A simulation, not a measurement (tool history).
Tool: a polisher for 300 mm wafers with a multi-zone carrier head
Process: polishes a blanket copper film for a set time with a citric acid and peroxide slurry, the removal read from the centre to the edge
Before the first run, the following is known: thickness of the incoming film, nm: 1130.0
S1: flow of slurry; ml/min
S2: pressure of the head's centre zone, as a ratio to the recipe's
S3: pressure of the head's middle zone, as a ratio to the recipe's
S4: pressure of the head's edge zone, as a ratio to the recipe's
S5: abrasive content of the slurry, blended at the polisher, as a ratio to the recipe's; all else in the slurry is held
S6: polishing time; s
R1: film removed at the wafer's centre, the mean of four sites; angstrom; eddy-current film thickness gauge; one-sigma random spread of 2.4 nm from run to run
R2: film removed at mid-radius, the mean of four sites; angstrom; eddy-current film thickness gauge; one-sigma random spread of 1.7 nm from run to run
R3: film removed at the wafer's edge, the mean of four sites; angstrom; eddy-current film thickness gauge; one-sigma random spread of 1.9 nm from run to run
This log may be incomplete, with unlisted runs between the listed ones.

run 1 hour=0.0 | S1=300 S2=1.00 S3=1.00 S4=1.00 S5=1.00 S6=82 | R1=1494.5 R2=1491.6 R3=1563.0
run 2 hour=2.9 | S1=300 S2=1.06 S3=1.00 S4=1.00 S5=1.00 S6=82 | R1=1599.6 R2=1459.1 R3=1569.2
run 3 hour=10.4 | S1=300 S2=1.06 S3=1.01 S4=1.03 S5=1.05 S6=82 | R1=1621.5 R2=1502.3 R3=1612.9
run 4 hour=11.6 | S1=300 S2=1.07 S3=1.01 S4=1.06 S5=1.10 S6=82 | R1=1689.4 R2=1593.7 R3=1641.5
run 5 hour=15.0 | S1=300 S2=1.00 S3=1.01 S4=1.06 S5=1.10 S6=82 | R1=1538.0 R2=1539.7 R3=1642.0
run 6 hour=21.2 | S1=300 S2=1.00 S3=1.01 S4=1.06 S5=1.10 S6=90 | R1=1672.1 R2=1687.0 R3=1777.8

For run 7, what comes out?
run 7 hour=29.2 | S1=300 S2=1.01 S3=0.99 S4=1.07 S5=1.10 S6=90 | R1=? R2=? R3=?

Run 7 came out at R1 1779.7 angstrom, R2 1684.6 angstrom, R3 1813.9 angstrom.
